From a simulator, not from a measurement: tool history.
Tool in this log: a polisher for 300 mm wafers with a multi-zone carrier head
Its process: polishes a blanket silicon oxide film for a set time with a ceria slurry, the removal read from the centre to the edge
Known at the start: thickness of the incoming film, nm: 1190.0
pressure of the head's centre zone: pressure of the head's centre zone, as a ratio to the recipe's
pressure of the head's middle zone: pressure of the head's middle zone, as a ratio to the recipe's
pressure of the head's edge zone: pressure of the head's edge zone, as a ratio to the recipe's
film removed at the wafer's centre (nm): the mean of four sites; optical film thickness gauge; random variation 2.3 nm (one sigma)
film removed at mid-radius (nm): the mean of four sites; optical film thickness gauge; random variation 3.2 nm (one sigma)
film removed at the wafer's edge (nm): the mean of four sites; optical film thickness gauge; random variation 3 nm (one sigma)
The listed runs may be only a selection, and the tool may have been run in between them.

run,hour,flow of slurry (ml/min),pressure of the head's centre zone,pressure of the head's middle zone,pressure of the head's edge zone,polishing time (s),film removed at the wafer's centre (nm),film removed at mid-radius (nm),film removed at the wafer's edge (nm)
1,0.0,145,1.00,1.00,1.00,64,354.76,355.47,353.06
2,4.2,145,1.00,1.00,1.00,76,420.62,419.48,417.70
3,8.5,140,0.98,0.99,0.98,73,391.06,402.23,406.72
4,10.9,140,0.98,0.99,0.98,82,439.13,452.74,452.19
5,14.7,140,0.97,0.99,0.97,77,405.09,415.87,410.27
6,15.3,140,0.97,0.93,0.97,77,410.47,400.75,417.62
7,16.8,140,0.95,0.93,0.95,74,379.45,389.00,405.29
8,21.9,135,0.95,0.94,0.94,71,366.89,370.02,386.34
9,25.0,135,0.85,0.98,0.84,55,249.86,297.60,274.28
10,32.4,140,0.86,0.97,0.85,55,257.68,299.29,282.69
11,37.9,145,0.86,0.96,0.85,55,261.45,296.46,284.45
12,42.9,150,0.86,0.96,0.86,55,258.47,294.27,286.00

Run 13 is up next; what results do you expect?
13,45.4,155,0.87,0.96,0.87,55,?,?,?

{"run 13": {"film removed at the wafer's centre (nm)": 267.55, "film removed at mid-radius (nm)": 295.5, "film removed at the wafer's edge (nm)": 288.08}}
